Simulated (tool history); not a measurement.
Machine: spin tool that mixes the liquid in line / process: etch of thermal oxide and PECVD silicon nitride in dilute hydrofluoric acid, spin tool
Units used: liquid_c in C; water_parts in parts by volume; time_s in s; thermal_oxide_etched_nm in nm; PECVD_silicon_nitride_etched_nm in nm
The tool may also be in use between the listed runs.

run  hour  liquid_c  water_parts  time_s  thermal_oxide_etched_nm  PECVD_silicon_nitride_etched_nm
  1     0        21          215     180                   2.7624                           3.9536
  2     3        21          245     180                   2.2999                           3.4804
  3   5.3        21          265     170                   2.0181                           3.0473
  4  12.9        21          215     170                   2.5965                           3.7589
  5  20.6        21          240     160                   2.1348                           3.1624
  6  28.9        21          260     150                   1.7906                           2.7397
  7    36        21          280     145                   1.5843                           2.4947

Run 8, settings as shown, results not yet in. Your forecast:
  8  42.3        21          295     140                        ?                                ?

Logged for run 8: thermal_oxide_etched_nm 1.4175 nm, PECVD_silicon_nitride_etched_nm 2.2656 nm.

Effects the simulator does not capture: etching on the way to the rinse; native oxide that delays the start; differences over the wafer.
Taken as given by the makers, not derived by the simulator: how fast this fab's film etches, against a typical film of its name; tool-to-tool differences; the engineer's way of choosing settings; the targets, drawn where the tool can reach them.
